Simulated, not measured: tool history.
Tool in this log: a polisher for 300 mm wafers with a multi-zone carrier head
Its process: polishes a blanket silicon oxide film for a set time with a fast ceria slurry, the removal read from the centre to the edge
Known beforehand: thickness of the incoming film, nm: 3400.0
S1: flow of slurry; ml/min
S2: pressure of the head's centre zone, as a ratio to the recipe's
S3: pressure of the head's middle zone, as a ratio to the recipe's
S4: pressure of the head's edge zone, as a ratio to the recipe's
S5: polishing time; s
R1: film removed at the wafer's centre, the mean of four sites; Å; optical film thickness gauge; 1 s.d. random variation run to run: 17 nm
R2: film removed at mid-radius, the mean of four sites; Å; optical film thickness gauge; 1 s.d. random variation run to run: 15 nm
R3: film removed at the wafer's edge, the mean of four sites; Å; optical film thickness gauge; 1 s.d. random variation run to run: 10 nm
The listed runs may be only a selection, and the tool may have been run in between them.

run,hour,S1,S2,S3,S4,S5,R1,R2,R3
1,0.0,290,1.00,1.00,1.00,62,9718.5,9521.8,9990.4
2,0.8,250,1.00,1.00,1.00,62,9635.6,9439.1,9879.9
3,6.2,255,1.00,1.03,1.02,65,10051.0,10115.0,10572.0
4,11.0,255,1.00,1.03,1.02,49,7531.4,7721.3,7905.2
5,15.7,255,1.00,1.03,1.02,37,5817.2,5639.6,5955.8
6,16.3,260,1.01,1.05,1.04,43,6770.8,6807.7,6947.4

Forecast run 7:
# hour 22.5: worn pad replaced by a new one
7,22.5,265,1.01,1.06,1.06,48,?,?,?

{"run 7": {"R1": 8613.3, "R2": 8537.7, "R3": 8833.5}}

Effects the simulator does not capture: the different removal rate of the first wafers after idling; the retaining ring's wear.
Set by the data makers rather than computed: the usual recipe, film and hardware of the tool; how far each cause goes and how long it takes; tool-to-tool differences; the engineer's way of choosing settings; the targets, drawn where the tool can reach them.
